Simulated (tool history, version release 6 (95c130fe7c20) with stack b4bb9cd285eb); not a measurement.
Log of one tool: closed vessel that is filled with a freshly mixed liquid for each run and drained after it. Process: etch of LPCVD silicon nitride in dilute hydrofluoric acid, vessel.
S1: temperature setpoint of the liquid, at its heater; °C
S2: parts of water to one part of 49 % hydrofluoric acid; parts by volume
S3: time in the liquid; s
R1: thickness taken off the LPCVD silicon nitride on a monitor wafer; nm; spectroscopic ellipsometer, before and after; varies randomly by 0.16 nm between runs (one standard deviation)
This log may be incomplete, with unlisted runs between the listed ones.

{"run": 1, "hour": 0.0, "S1": 22.0, "S2": 50, "S3": 2595, "R1": 22.632}
{"run": 2, "hour": 2.9, "S1": 21.0, "S2": 50, "S3": 2595, "R1": 21.078}
{"run": 3, "hour": 4.5, "S1": 20.0, "S2": 50, "S3": 2595, "R1": 19.938}
{"run": 4, "hour": 12.0, "S1": 20.0, "S2": 35, "S3": 2595, "R1": 27.819}
{"run": 5, "hour": 15.0, "S1": 19.5, "S2": 40, "S3": 2595, "R1": 23.462}
{"run": 6, "hour": 23.6, "S1": 19.5, "S2": 30, "S3": 2595, "R1": 31.201}
{"run": 7, "hour": 29.5, "S1": 19.0, "S2": 35, "S3": 2595, "R1": 26.031}
{"run": 8, "hour": 39.4, "S1": 18.5, "S2": 40, "S3": 2595, "R1": 22.169}
{"run": 9, "hour": 40.8, "S1": 18.0, "S2": 40, "S3": 2595, "R1": 21.46}

Estimate the outcome of run 10 from the log above:
{"run": 10, "hour": 43.5, "S1": 17.5, "S2": 45, "S3": 2595, "R1": "?"}

{"run 10": {"R1": 18.267}}
